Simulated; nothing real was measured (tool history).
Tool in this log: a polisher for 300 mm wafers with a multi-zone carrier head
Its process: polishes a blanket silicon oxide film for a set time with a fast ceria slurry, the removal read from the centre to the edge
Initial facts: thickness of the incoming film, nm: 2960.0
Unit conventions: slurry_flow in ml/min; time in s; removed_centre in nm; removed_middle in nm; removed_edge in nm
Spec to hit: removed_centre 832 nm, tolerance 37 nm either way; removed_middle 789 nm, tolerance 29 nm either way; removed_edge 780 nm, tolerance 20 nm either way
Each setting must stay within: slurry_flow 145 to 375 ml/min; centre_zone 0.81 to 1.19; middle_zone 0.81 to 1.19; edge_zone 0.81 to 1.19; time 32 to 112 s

run	hour	slurry_flow	centre_zone	middle_zone	edge_zone	time	removed_centre	removed_middle	removed_edge
1	0	240	1	1	1	72	1030.2	1015.8	990.89
2	1.5	240	0.93	1	1	72	950.01	1026	1001.6
3	9.5	235	0.94	0.98	0.97	70	947.87	982.37	960.45
4	18	235	0.99	0.98	0.97	70	998.84	969.55	958.34
5	23.1	235	0.91	0.98	0.97	70	933.58	977.23	942.26
6	26.4	235	0.91	0.98	0.97	77	1002.1	1061.4	1057.3
7	31.6	230	0.91	0.96	0.95	74	1009.4	995.17	1003.8
8	33.9	225	0.9	0.96	0.94	71	933.72	975.98	946.83
9	36.1	205	0.95	0.86	0.84	60	810.46	738.37	753.96
10	40.6	205	0.95	0.86	0.84	60	827.5	742.43	757.49
11	46.1	210	0.95	0.87	0.84	60	807.42	754.42	760.73
12	53.2	215	0.95	0.88	0.84	60	802.44	756.95	768.21

Exactly one of the 4 candidate moves below puts every result within its allowed miss. Which one?
A	60.3	195	0.89	0.98	0.83	58	?	?	?
B	60.3	230	0.88	0.81	0.84	61	?	?	?
C	60.3	175	1.01	0.95	0.81	60	?	?	?
D	60.3	155	0.99	0.93	0.86	62	?	?	?

move	removed_centre	removed_middle	removed_edge
A	734.95	801.14	724.09
B	780.35	732.38	777.13
C	828.49	797.08	735.35
D	828.71	797.32	770.12
A: brings the result that was furthest off to its target, and leaves another outside
B: its largest miss is bigger than the last run's
C: brings the result that was furthest off to its target, and leaves another outside
D: hits every target within its allowed miss
The move that meets every target is D.
